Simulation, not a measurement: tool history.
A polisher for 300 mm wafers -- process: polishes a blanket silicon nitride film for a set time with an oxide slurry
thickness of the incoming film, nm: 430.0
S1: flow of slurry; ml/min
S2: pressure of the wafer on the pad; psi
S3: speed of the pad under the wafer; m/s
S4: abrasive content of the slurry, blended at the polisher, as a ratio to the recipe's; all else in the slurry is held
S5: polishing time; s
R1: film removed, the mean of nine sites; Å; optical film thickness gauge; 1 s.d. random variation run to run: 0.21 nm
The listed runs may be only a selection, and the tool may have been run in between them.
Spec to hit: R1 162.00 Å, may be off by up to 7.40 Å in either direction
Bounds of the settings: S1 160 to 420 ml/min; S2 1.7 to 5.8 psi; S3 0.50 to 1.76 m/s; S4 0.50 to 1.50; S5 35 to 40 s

| run | hour | S1 | S2 | S3 | S4 | S5 | R1 |
|---|---|---|---|---|---|---|---|
| 1 | 0.0 | 270 | 3.7 | 1.12 | 1.00 | 40 | 264.75 |
| 2 | 2.0 | 270 | 3.5 | 1.12 | 1.00 | 40 | 264.44 |
| 3 | 7.9 | 270 | 3.3 | 1.10 | 1.00 | 40 | 249.90 |
| 4 | 13.0 | 270 | 3.1 | 1.08 | 1.00 | 40 | 232.42 |
| 5 | 15.2 | 270 | 3.0 | 1.06 | 1.00 | 40 | 224.60 |
| 6 | 16.3 | 270 | 2.9 | 1.06 | 1.00 | 40 | 220.67 |
| 7 | 19.6 | 270 | 2.8 | 1.04 | 1.00 | 40 | 215.22 |
| 8 | 26.3 | 270 | 2.8 | 1.04 | 1.00 | 40 | 213.37 |

Exactly one of the 4 candidate moves below puts every result within its allowed miss. Which one?
| A | 33.0 | 270 | 2.6 | 0.82 | 1.05 | 35 | ? |
| B | 33.0 | 235 | 1.9 | 1.22 | 1.00 | 38 | ? |
| C | 33.0 | 285 | 2.4 | 0.92 | 1.10 | 40 | ? |
| D | 33.0 | 275 | 2.5 | 1.02 | 0.80 | 36 | ? |

| move | R1 |
|---|---|
| A | 147.19 |
| B | 177.77 |
| C | 180.15 |
| D | 157.89 |
A: pushes the last run's worst result past its target
B: moves toward the targets from the last run without getting all of them in spec
C: moves toward the targets from the last run without getting all of them in spec
D: each result inside its tolerance
Answer: D
